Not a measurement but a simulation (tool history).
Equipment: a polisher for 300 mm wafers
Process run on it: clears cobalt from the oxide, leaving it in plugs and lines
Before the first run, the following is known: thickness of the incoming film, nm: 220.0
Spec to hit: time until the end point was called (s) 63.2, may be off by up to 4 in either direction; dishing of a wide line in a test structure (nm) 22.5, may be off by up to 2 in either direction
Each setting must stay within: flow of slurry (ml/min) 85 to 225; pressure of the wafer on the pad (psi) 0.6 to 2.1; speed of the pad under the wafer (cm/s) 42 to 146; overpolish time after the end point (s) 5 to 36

run	hour	flow of slurry (ml/min)	pressure of the wafer on the pad (psi)	speed of the pad under the wafer (cm/s)	overpolish time after the end point (s)	time until the end point was called (s)	dishing of a wide line in a test structure (nm)
1	0	145	1.3	94	18	59.139	31.789
2	6	145	1.5	94	18	52.162	34.5
3	13.2	145	1.5	84	18	54.368	33.436
4	16.3	145	1.4	84	14	58.262	27.702
5	20.6	145	1.4	100	14	53.387	30.331
6	22.7	145	1.3	98	12	58.964	26.638
7	23.7	145	1.3	98	11	59.671	25.602
8	30.5	145	1.3	98	10	57.471	23.105

Which single option among these 5 for the next run brings every result within its allowed miss of target? Just one does.
A	37.3	180	1.4	100	9	?	?
B	37.3	105	1.3	116	8	?	?
C	37.3	140	1.7	86	10	?	?
D	37.3	200	1.4	102	10	?	?
E	37.3	160	1	120	10	?	?

move	time until the end point was called (s)	dishing of a wide line in a test structure (nm)
A	52.455	23.615
B	54.647	21.262
C	49.131	26.184
D	51.193	25.578
E	65.257	21.972
A: the biggest miss grows against the last run
B: the biggest miss grows against the last run
C: the biggest miss grows against the last run
D: the biggest miss grows against the last run
E: every result within its allowed miss
The move that meets every target is E.
